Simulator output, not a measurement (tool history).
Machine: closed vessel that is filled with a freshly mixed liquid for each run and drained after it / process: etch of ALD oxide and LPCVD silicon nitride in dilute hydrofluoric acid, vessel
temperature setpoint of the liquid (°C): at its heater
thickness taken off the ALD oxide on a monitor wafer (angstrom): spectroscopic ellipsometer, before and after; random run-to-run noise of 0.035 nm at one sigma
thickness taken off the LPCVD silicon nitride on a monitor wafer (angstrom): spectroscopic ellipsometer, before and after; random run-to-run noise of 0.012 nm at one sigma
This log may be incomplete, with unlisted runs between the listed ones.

run,hour,temperature setpoint of the liquid (°C),parts of water to one part of 49 % hydrofluoric acid (parts by volume),time in the liquid (s),thickness taken off the ALD oxide on a monitor wafer (angstrom),thickness taken off the LPCVD silicon nitride on a monitor wafer (angstrom)
1,0,25,160,60,107.4,2.1808
2,1.7,25,160,75,134.96,2.3053
3,4.7,24,170,75,120.32,2.0266
4,9.6,23,175,75,112.7,1.8591
5,15.9,25,175,75,121.11,1.9005
6,20,25,210,75,97.065,1.5647
7,22.2,24,210,75,93.899,1.6619
8,28.3,23,210,75,90.191,1.3256
9,33,22.5,215,75,85.608,1.0574
10,41.3,22.5,220,75,83.503,1.457
11,48.9,21.5,220,75,80.966,1.5106
12,53.1,21.5,225,75,77.911,1.2983
13,55,21,225,75,76.046,0.93599

For run 14, what comes out?
14,57.1,21,230,75,?,?

thickness taken off the ALD oxide on a monitor wafer (angstrom): 73.724
thickness taken off the LPCVD silicon nitride on a monitor wafer (angstrom): 1.3118
